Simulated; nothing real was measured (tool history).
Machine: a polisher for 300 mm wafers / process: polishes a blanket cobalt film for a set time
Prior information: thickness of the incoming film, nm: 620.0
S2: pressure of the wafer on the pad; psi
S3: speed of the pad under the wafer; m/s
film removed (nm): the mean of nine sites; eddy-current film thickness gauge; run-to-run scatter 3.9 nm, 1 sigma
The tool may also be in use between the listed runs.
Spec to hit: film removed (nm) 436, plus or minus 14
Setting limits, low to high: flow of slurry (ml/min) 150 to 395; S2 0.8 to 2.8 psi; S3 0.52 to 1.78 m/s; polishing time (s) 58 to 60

run 1 hour=0 | flow_of_slurry_(ml/min)=250 S2=1.8 S3=1.14 polishing_time_(s)=58 | film_removed_(nm)=235.48
run 2 hour=4.4 | flow_of_slurry_(ml/min)=250 S2=1.9 S3=1.14 polishing_time_(s)=58 | film_removed_(nm)=249.21
run 3 hour=8.5 | flow_of_slurry_(ml/min)=250 S2=1.9 S3=1 polishing_time_(s)=58 | film_removed_(nm)=217.59
run 4 hour=10.9 | flow_of_slurry_(ml/min)=250 S2=2.1 S3=1 polishing_time_(s)=58 | film_removed_(nm)=237.99
run 5 hour=18.5 | flow_of_slurry_(ml/min)=250 S2=2.1 S3=1.24 polishing_time_(s)=58 | film_removed_(nm)=286.67
-- hour=21.3 head pressure recalibrated
run 6 hour=21.3 | flow_of_slurry_(ml/min)=250 S2=2.1 S3=1.24 polishing_time_(s)=60 | film_removed_(nm)=312.85
run 7 hour=25.2 | flow_of_slurry_(ml/min)=250 S2=2.2 S3=1.24 polishing_time_(s)=60 | film_removed_(nm)=317.21
run 8 hour=33.6 | flow_of_slurry_(ml/min)=250 S2=2.3 S3=1.26 polishing_time_(s)=60 | film_removed_(nm)=338.47
run 9 hour=36.6 | flow_of_slurry_(ml/min)=250 S2=2.4 S3=1.26 polishing_time_(s)=60 | film_removed_(nm)=350.03
run 10 hour=40.9 | flow_of_slurry_(ml/min)=255 S2=2.6 S3=1.3 polishing_time_(s)=60 | film_removed_(nm)=382.82
run 11 hour=47.6 | flow_of_slurry_(ml/min)=255 S2=2.7 S3=1.34 polishing_time_(s)=60 | film_removed_(nm)=411.87

4 candidate next runs follow, results not yet known. Just one meets every target within its allowed miss. Identify it.
run A hour=54.3 | flow_of_slurry_(ml/min)=240 S2=2.8 S3=1.48 polishing_time_(s)=60 | film_removed_(nm)=?
run B hour=54.3 | flow_of_slurry_(ml/min)=290 S2=2.5 S3=1.34 polishing_time_(s)=60 | film_removed_(nm)=?
run C hour=54.3 | flow_of_slurry_(ml/min)=270 S2=2.7 S3=1.26 polishing_time_(s)=58 | film_removed_(nm)=?
run D hour=54.3 | flow_of_slurry_(ml/min)=295 S2=2.7 S3=1.46 polishing_time_(s)=58 | film_removed_(nm)=?

move=A film_removed_(nm)=457.1
move=B film_removed_(nm)=386.68
move=C film_removed_(nm)=373.67
move=D film_removed_(nm)=432.3
A: takes the result that was furthest off past its target
B: its largest miss is bigger than the last run's
C: its largest miss is bigger than the last run's
D: every result lands within tolerance
Go with D: it meets all targets.

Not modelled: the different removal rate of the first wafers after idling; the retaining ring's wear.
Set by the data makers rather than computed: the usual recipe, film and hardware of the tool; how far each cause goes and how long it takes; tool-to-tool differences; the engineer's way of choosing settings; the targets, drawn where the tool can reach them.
